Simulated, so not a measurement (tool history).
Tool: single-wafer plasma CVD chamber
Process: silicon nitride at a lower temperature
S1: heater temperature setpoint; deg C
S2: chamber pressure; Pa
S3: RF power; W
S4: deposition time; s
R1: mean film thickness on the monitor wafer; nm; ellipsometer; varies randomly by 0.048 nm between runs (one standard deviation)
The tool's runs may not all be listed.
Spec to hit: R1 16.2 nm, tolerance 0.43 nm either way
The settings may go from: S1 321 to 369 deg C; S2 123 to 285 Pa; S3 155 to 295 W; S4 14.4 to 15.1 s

Run 1, hour 0: S1 345 deg C, S2 204 Pa, S3 225 W, S4 15.1 s. Result: R1 14.359 nm.
Run 2, hour 7.9: S1 345 deg C, S2 204 Pa, S3 195 W, S4 15.1 s. Result: R1 13.398 nm.
Run 3, hour 8.7: S1 355 deg C, S2 204 Pa, S3 195 W, S4 15.1 s. Result: R1 13.349 nm.
Run 4, hour 13: S1 346 deg C, S2 204 Pa, S3 195 W, S4 15.1 s. Result: R1 13.458 nm.
Run 5, hour 20.4: S1 346 deg C, S2 204 Pa, S3 195 W, S4 14.4 s. Result: R1 12.786 nm.
Run 6, hour 21.4: S1 346 deg C, S2 204 Pa, S3 170 W, S4 14.4 s. Result: R1 12.032 nm.
Run 7, hour 26.4: S1 346 deg C, S2 216 Pa, S3 190 W, S4 14.6 s. Result: R1 12.999 nm.
Run 8, hour 32.1: S1 346 deg C, S2 224 Pa, S3 205 W, S4 14.7 s. Result: R1 13.669 nm.
Run 9, hour 40.6: S1 346 deg C, S2 231 Pa, S3 215 W, S4 14.8 s. Result: R1 14.227 nm.
Run 10, hour 47.2: S1 346 deg C, S2 231 Pa, S3 215 W, S4 14.8 s. Result: R1 14.251 nm.
Run 11, hour 52.6: S1 346 deg C, S2 237 Pa, S3 225 W, S4 14.9 s. Result: R1 14.73 nm.
Run 12, hour 58: S1 346 deg C, S2 243 Pa, S3 230 W, S4 14.9 s. Result: R1 15.043 nm.
Run 13, hour 66.6: S1 346 deg C, S2 247 Pa, S3 235 W, S4 14.9 s. Result: R1 15.205 nm.
Run 14, hour 67.7: S1 346 deg C, S2 249 Pa, S3 240 W, S4 14.9 s. Result: R1 15.355 nm.
Run 15, hour 72.2: S1 346 deg C, S2 252 Pa, S3 245 W, S4 14.9 s. Result: R1 15.634 nm.

Of the 4 settings listed for the next run, only one would bring every result within its allowed miss of target. Which one?
Run A, hour 76.7: S1 341 deg C, S2 273 Pa, S3 240 W, S4 14.4 s. Result: R1 ?.
Run B, hour 76.7: S1 344 deg C, S2 272 Pa, S3 235 W, S4 14.4 s. Result: R1 ?.
Run C, hour 76.7: S1 344 deg C, S2 251 Pa, S3 260 W, S4 15.1 s. Result: R1 ?.
Run D, hour 76.7: S1 342 deg C, S2 241 Pa, S3 250 W, S4 14.6 s. Result: R1 ?.

move      R1
   A  15.228
   B  15.047
   C  16.202
   D  15.242
A: moves away from the targets compared with the last run
B: moves away from the targets compared with the last run
C: in spec on every target
D: moves away from the targets compared with the last run
C meets every target.
